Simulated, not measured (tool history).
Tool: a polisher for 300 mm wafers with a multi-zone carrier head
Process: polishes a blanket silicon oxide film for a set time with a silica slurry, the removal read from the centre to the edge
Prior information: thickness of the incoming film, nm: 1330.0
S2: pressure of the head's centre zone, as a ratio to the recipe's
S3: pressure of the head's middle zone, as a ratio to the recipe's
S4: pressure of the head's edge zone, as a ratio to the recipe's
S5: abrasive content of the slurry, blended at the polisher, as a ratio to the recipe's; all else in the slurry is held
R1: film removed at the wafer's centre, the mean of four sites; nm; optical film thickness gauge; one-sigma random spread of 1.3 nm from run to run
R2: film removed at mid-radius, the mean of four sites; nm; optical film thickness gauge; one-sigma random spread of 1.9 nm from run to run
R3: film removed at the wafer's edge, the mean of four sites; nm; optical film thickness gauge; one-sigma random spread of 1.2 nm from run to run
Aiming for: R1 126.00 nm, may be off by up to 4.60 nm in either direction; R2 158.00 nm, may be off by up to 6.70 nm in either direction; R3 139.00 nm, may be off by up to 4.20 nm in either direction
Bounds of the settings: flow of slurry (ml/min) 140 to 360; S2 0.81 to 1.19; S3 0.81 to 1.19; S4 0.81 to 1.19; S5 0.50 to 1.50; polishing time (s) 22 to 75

Run 1, hour 0.0: flow of slurry (ml/min) 230, S2 1.00, S3 1.00, S4 1.00, S5 1.00, polishing time (s) 48. Result: R1 124.67 nm, R2 130.87 nm, R3 138.84 nm.
Run 2, hour 1.3: flow of slurry (ml/min) 230, S2 1.00, S3 1.00, S4 1.00, S5 0.80, polishing time (s) 48. Result: R1 118.33 nm, R2 122.72 nm, R3 132.39 nm.
Run 3, hour 9.9: flow of slurry (ml/min) 245, S2 1.00, S3 1.05, S4 1.00, S5 0.85, polishing time (s) 48. Result: R1 122.55 nm, R2 128.86 nm, R3 134.93 nm.
Run 4, hour 12.0: flow of slurry (ml/min) 245, S2 0.98, S3 1.09, S4 0.97, S5 0.95, polishing time (s) 48. Result: R1 125.53 nm, R2 141.18 nm, R3 133.78 nm.
Run 5, hour 15.3: flow of slurry (ml/min) 245, S2 0.90, S3 1.09, S4 0.97, S5 0.95, polishing time (s) 48. Result: R1 114.46 nm, R2 137.31 nm, R3 137.69 nm.
Run 6, hour 17.9: flow of slurry (ml/min) 245, S2 0.90, S3 1.04, S4 0.97, S5 0.95, polishing time (s) 48. Result: R1 115.44 nm, R2 132.20 nm, R3 134.61 nm.
Run 7, hour 22.8: flow of slurry (ml/min) 255, S2 0.91, S3 1.08, S4 0.96, S5 1.00, polishing time (s) 48. Result: R1 117.99 nm, R2 138.23 nm, R3 136.18 nm.
Run 8, hour 28.4: flow of slurry (ml/min) 250, S2 0.92, S3 1.11, S4 0.96, S5 1.05, polishing time (s) 48. Result: R1 119.27 nm, R2 144.00 nm, R3 140.71 nm.
Run 9, hour 32.6: flow of slurry (ml/min) 255, S2 0.93, S3 1.13, S4 0.95, S5 1.05, polishing time (s) 48. Result: R1 123.63 nm, R2 147.00 nm, R3 139.39 nm.
Run 10, hour 37.1: flow of slurry (ml/min) 255, S2 0.93, S3 1.15, S4 0.94, S5 1.05, polishing time (s) 48. Result: R1 119.74 nm, R2 151.40 nm, R3 138.73 nm.

4 candidate next runs follow, results not yet known. Just one meets every target within its allowed miss. Identify it.
Run A, hour 41.6: flow of slurry (ml/min) 210, S2 0.98, S3 1.09, S4 0.95, S5 0.90, polishing time (s) 51. Result: R1 ?, R2 ?, R3 ?.
Run B, hour 41.6: flow of slurry (ml/min) 200, S2 0.85, S3 1.19, S4 0.94, S5 1.00, polishing time (s) 52. Result: R1 ?, R2 ?, R3 ?.
Run C, hour 41.6: flow of slurry (ml/min) 220, S2 0.83, S3 1.01, S4 1.07, S5 1.05, polishing time (s) 51. Result: R1 ?, R2 ?, R3 ?.
Run D, hour 41.6: flow of slurry (ml/min) 290, S2 0.95, S3 1.19, S4 0.93, S5 0.95, polishing time (s) 49. Result: R1 ?, R2 ?, R3 ?.

move      R1      R2      R3
   A  124.62  141.61  138.12
   B  114.04  159.12  143.16
   C  112.63  139.44  153.91
   D  123.73  155.17  137.26
A: corrects the largest miss of the last run, while another result sits out of spec
B: moves away from the targets compared with the last run
C: moves away from the targets compared with the last run
D: in spec on every target
So the answer is move D, the one that meets all the targets.
